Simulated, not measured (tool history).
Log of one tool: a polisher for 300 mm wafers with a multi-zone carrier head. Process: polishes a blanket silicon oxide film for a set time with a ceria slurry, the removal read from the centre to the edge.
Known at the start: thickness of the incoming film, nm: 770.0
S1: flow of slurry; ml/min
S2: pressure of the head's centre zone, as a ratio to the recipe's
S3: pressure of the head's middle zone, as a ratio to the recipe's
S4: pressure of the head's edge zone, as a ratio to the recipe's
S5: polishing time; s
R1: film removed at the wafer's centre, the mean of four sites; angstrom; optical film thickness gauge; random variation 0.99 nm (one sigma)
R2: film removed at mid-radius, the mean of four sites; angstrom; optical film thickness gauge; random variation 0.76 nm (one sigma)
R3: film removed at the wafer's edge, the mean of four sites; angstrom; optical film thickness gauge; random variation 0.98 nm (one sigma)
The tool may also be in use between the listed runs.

run,day,S1,S2,S3,S4,S5,R1,R2,R3
1,0.000,195,1.00,1.00,1.00,42,1208.4,1177.70,1213.4
2,0.146,195,1.03,1.00,1.00,42,1244.3,1188.80,1225.7
3,0.396,185,1.01,0.95,0.95,40,1154.7,1066.70,1117.5
4,0.708,175,0.99,0.92,0.92,40,1108.0,1034.00,1102.3
5,0.992,165,0.99,0.90,0.89,39,1052.1,963.11,1056.9
6,1.188,165,0.99,0.98,0.89,39,1060.2,1046.90,1033.8
7,1.271,155,0.99,0.95,0.88,39,1022.9,1002.10,1037.4
8,1.371,150,1.00,0.93,0.86,39,1019.6,982.74,1017.9

Forecast run 9:
# day 1.550: slurry nozzle cleaned
9,1.550,145,1.01,0.91,0.85,39,?,?,?

Run 9 gave R1 1152.3 angstrom, R2 1047.90 angstrom, R3 1079.8 angstrom.
